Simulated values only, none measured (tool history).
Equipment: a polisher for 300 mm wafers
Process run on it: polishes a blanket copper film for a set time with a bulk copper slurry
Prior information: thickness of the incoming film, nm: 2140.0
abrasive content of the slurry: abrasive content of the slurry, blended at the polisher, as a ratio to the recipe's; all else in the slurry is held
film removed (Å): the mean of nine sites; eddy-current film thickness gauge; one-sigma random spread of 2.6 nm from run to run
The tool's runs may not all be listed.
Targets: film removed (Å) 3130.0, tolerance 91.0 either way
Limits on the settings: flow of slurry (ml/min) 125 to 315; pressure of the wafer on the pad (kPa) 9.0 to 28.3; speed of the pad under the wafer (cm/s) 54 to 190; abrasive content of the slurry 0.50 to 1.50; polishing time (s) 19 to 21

| run | day | flow of slurry (ml/min) | pressure of the wafer on the pad (kPa) | speed of the pad under the wafer (cm/s) | abrasive content of the slurry | polishing time (s) | film removed (Å) |
|---|---|---|---|---|---|---|---|
| 1 | 0.000 | 205 | 18.6 | 122 | 1.00 | 21 | 2753.2 |
| 2 | 0.242 | 210 | 19.3 | 122 | 1.00 | 21 | 2825.8 |
| 3 | 0.529 | 210 | 20.7 | 122 | 1.00 | 21 | 3015.5 |
| 4 | 0.662 | 210 | 20.7 | 92 | 1.00 | 21 | 2502.3 |
| 5 | 0.879 | 210 | 21.4 | 92 | 1.00 | 21 | 2563.1 |
| 6 | 1.125 | 210 | 22.1 | 92 | 1.00 | 21 | 2613.8 |
| 7 | 1.175 | 210 | 22.8 | 92 | 1.00 | 21 | 2698.1 |
| 8 | 1.533 | 215 | 23.4 | 92 | 1.00 | 21 | 2775.9 |
| 9 | 1.867 | 215 | 24.1 | 92 | 1.00 | 21 | 2833.8 |

Below are 5 possible settings for the next run. Only one of them brings all results inside the allowed miss of their targets. Which is it?
| A | 2.200 | 230 | 22.8 | 100 | 0.95 | 19 | ? |
| B | 2.200 | 210 | 23.4 | 94 | 1.00 | 20 | ? |
| C | 2.200 | 210 | 24.1 | 100 | 0.95 | 21 | ? |
| D | 2.200 | 155 | 24.1 | 108 | 0.90 | 19 | ? |
| E | 2.200 | 220 | 28.3 | 80 | 1.25 | 21 | ? |

| move | film removed (Å) |
|---|---|
| A | 2572.8 |
| B | 2666.2 |
| C | 2959.4 |
| D | 2652.3 |
| E | 3149.9 |
A: further off than the last run
B: further off than the last run
C: nearer than the last run, and not there yet
D: further off than the last run
E: every result lands within tolerance
So the answer is move E, the one that meets all the targets.
